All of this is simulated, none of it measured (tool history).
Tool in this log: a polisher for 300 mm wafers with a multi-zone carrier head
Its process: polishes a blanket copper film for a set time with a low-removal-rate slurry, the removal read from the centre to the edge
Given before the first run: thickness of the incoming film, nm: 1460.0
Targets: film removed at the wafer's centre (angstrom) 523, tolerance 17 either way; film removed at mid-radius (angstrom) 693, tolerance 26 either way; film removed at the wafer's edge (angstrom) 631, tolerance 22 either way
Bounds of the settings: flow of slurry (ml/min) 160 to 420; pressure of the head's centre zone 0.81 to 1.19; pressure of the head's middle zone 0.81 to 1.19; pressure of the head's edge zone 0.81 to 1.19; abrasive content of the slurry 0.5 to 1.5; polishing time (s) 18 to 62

run,hour,flow of slurry (ml/min),pressure of the head's centre zone,pressure of the head's middle zone,pressure of the head's edge zone,abrasive content of the slurry,polishing time (s),film removed at the wafer's centre (angstrom),film removed at mid-radius (angstrom),film removed at the wafer's edge (angstrom)
1,0,270,1,1,1,1,40,908.2,923.65,919.87
2,4.5,260,0.95,1.01,0.98,0.9,38,789.39,864.97,833.15
3,8.5,250,0.92,1.01,0.97,0.8,37,732,837.16,793.75
4,15.3,240,0.89,1.01,0.96,0.75,36,666.77,780.61,739.02
5,18.9,230,0.87,1.02,0.96,0.7,35,632.41,747.81,708.19
6,21.5,230,0.87,1.02,0.96,0.7,44,787.05,960.54,899.48
7,27.7,220,0.86,1.03,0.96,0.65,41,709.46,873.46,826.71
8,29.1,210,0.85,1.04,0.95,0.6,39,666.15,822.76,757.11
9,37.1,215,0.81,1.09,1.04,0.55,30,474.85,645.74,604.85
10,41.9,225,0.82,1.1,1.04,0.55,30,478.49,654.74,604.84
11,50.6,265,0.89,1.13,1.08,0.65,30,547.53,705.56,641.31
12,52.2,260,0.88,1.13,1.08,0.65,30,544.39,704.17,641.1

Which of these 4 next moves meets every target?
A,53.8,265,0.95,1.16,1.06,0.75,30,?,?,?
B,53.8,270,0.94,1.12,1.12,0.6,29,?,?,?
C,53.8,285,0.87,1.16,1.1,0.5,30,?,?,?
D,53.8,245,0.92,1.12,1.04,0.6,31,?,?,?

move,film removed at the wafer's centre (angstrom),film removed at mid-radius (angstrom),film removed at the wafer's edge (angstrom)
A,601.81,738.23,658.9
B,552.64,665.33,628.79
C,514.8,689.75,625.75
D,570.8,703.25,642.02
A: further off than the last run
B: further off than the last run
C: in spec on every target
D: further off than the last run
Move C is the one to make.
